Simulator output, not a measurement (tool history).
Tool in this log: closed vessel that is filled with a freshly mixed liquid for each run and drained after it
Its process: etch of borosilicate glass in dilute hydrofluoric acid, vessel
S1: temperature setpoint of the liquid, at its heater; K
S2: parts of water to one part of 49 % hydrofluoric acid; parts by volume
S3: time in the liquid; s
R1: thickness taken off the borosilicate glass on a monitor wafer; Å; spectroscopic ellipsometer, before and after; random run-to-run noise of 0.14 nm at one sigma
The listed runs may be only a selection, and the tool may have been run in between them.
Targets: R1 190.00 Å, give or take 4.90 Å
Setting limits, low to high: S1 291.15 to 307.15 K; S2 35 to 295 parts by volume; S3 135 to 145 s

run 1 day=0.000 | S1=299.15 S2=165 S3=135 | R1=233.53
run 2 day=0.338 | S1=298.65 S2=165 S3=135 | R1=227.82
run 3 day=0.375 | S1=300.15 S2=165 S3=135 | R1=242.88
run 4 day=0.408 | S1=297.15 S2=165 S3=135 | R1=216.00
run 5 day=0.712 | S1=296.65 S2=165 S3=135 | R1=210.41
run 6 day=0.942 | S1=296.15 S2=165 S3=135 | R1=206.03
run 7 day=1.258 | S1=295.65 S2=165 S3=135 | R1=203.79
run 8 day=1.596 | S1=294.65 S2=165 S3=135 | R1=197.18

Next run, 4 choices. One meets every target within its allowed miss, the rest don't. Which?
run A day=1.933 | S1=295.15 S2=185 S3=140 | R1=?
run B day=1.933 | S1=295.15 S2=180 S3=140 | R1=?
run C day=1.933 | S1=293.15 S2=170 S3=135 | R1=?
run D day=1.933 | S1=292.65 S2=180 S3=145 | R1=?

move=A R1=180.15
move=B R1=186.13
move=C R1=177.68
move=D R1=174.97
A: takes the biggest miss from the last run beyond its target
B: in spec on every target
C: takes the biggest miss from the last run beyond its target
D: takes the biggest miss from the last run beyond its target
Go with B: it meets all targets.
